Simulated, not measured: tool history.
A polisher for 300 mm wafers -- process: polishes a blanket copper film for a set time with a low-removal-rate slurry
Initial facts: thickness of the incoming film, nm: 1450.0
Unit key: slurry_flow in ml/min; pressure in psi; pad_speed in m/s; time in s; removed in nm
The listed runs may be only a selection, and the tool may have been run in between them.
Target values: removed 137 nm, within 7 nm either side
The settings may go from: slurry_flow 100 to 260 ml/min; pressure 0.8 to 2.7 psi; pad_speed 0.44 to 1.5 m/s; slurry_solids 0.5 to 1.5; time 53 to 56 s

{"run": 1, "hour": 0.0, "slurry_flow": 165, "pressure": 1.7, "pad_speed": 0.96, "slurry_solids": 1, "time": 53, "removed": 103.24}
{"run": 2, "hour": 2.4, "slurry_flow": 165, "pressure": 1.7, "pad_speed": 0.96, "slurry_solids": 1, "time": 53, "removed": 100.02}
{"run": 3, "hour": 3.3, "slurry_flow": 165, "pressure": 1.9, "pad_speed": 0.96, "slurry_solids": 1, "time": 53, "removed": 109.4}
{"run": 4, "hour": 8.5, "slurry_flow": 165, "pressure": 1.9, "pad_speed": 0.96, "slurry_solids": 1, "time": 56, "removed": 120.22}
{"run": 5, "hour": 10.5, "slurry_flow": 165, "pressure": 1.9, "pad_speed": 0.84, "slurry_solids": 1, "time": 56, "removed": 103.61}
{"run": 6, "hour": 12.1, "slurry_flow": 165, "pressure": 1.6, "pad_speed": 0.84, "slurry_solids": 1, "time": 56, "removed": 87.781}
{"run": 7, "hour": 20.6, "slurry_flow": 165, "pressure": 1.7, "pad_speed": 0.84, "slurry_solids": 1, "time": 56, "removed": 94.318}
{"run": 8, "hour": 28.7, "slurry_flow": 165, "pressure": 1.8, "pad_speed": 0.84, "slurry_solids": 1, "time": 56, "removed": 99.24}
{"run": 9, "hour": 30.8, "slurry_flow": 165, "pressure": 1.9, "pad_speed": 0.84, "slurry_solids": 1, "time": 56, "removed": 100.51}

Of the 4 settings listed for the next run, only one would bring every result within its allowed miss of target. Which one?
{"run": "A", "hour": 32.9, "slurry_flow": 175, "pressure": 1.9, "pad_speed": 1.24, "slurry_solids": 0.95, "time": 56, "removed": "?"}
{"run": "B", "hour": 32.9, "slurry_flow": 175, "pressure": 2.5, "pad_speed": 0.84, "slurry_solids": 1, "time": 56, "removed": "?"}
{"run": "C", "hour": 32.9, "slurry_flow": 190, "pressure": 2.3, "pad_speed": 1.04, "slurry_solids": 1.1, "time": 56, "removed": "?"}
{"run": "D", "hour": 32.9, "slurry_flow": 170, "pressure": 2.2, "pad_speed": 1.08, "slurry_solids": 1.05, "time": 56, "removed": "?"}

move=A removed=154.6
move=B removed=138.05
move=C removed=161.96
move=D removed=156.96
A: takes the biggest miss from the last run beyond its target
B: hits every target within its allowed miss
C: takes the biggest miss from the last run beyond its target
D: takes the biggest miss from the last run beyond its target
B is the move that brings every result within its allowed miss.
